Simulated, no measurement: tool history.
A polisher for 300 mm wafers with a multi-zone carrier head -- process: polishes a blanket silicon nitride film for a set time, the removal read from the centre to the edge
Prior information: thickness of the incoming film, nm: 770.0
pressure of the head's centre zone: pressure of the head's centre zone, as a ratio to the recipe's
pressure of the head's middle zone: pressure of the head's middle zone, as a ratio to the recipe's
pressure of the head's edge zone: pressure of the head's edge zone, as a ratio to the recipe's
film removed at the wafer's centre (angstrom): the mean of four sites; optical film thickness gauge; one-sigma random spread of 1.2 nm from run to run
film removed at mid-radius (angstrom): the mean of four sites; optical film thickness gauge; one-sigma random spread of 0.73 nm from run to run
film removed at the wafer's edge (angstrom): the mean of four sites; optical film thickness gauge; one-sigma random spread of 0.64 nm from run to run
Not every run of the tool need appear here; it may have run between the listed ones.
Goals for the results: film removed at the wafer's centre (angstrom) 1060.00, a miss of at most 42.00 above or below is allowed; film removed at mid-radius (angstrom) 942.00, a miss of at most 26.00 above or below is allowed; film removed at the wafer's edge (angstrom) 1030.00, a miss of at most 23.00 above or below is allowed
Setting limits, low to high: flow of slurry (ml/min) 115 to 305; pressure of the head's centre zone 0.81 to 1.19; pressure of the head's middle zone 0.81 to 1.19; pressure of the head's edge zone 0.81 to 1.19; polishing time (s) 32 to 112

| run | hour | flow of slurry (ml/min) | pressure of the head's centre zone | pressure of the head's middle zone | pressure of the head's edge zone | polishing time (s) | film removed at the wafer's centre (angstrom) | film removed at mid-radius (angstrom) | film removed at the wafer's edge (angstrom) |
|---|---|---|---|---|---|---|---|---|---|
| 1 | 0.0 | 195 | 1.00 | 1.00 | 1.00 | 72 | 1168.60 | 1163.40 | 1155.10 |
| 2 | 6.0 | 150 | 1.00 | 1.00 | 1.00 | 72 | 1109.50 | 1120.80 | 1123.50 |
| 3 | 10.3 | 150 | 1.00 | 1.08 | 1.00 | 72 | 1133.80 | 1189.80 | 1130.90 |
| 4 | 18.4 | 150 | 1.00 | 1.08 | 1.00 | 63 | 967.13 | 1058.70 | 977.13 |
| 5 | 20.8 | 150 | 1.03 | 1.04 | 1.03 | 63 | 1004.40 | 999.55 | 1002.70 |
| 6 | 26.7 | 150 | 1.05 | 1.03 | 1.04 | 63 | 1033.00 | 1019.10 | 1019.80 |
| 7 | 31.4 | 145 | 1.06 | 1.00 | 1.04 | 63 | 1018.40 | 983.68 | 999.23 |
| 8 | 38.4 | 150 | 1.07 | 0.98 | 1.05 | 63 | 1023.10 | 970.94 | 1016.50 |

Next run, 4 choices. One meets every target within its allowed miss, the rest don't. Which?
| A | 45.4 | 115 | 1.08 | 0.93 | 1.01 | 67 | ? | ? | ? |
| B | 45.4 | 115 | 0.99 | 0.90 | 1.09 | 65 | ? | ? | ? |
| C | 45.4 | 125 | 1.01 | 0.97 | 1.05 | 64 | ? | ? | ? |
| D | 45.4 | 180 | 1.04 | 0.99 | 1.06 | 59 | ? | ? | ? |

| move | film removed at the wafer's centre (angstrom) | film removed at mid-radius (angstrom) | film removed at the wafer's edge (angstrom) |
|---|---|---|---|
| A | 1066.30 | 933.52 | 1015.50 |
| B | 949.29 | 881.58 | 1023.30 |
| C | 967.75 | 935.99 | 997.14 |
| D | 972.25 | 923.34 | 957.79 |
A: hits every target within its allowed miss
B: moves the result that the last run missed by most past its target, out the other side
C: gets the furthest-off result to its target, but another result is out of tolerance
D: gets the furthest-off result to its target, but another result is out of tolerance
Move A is the one to make.
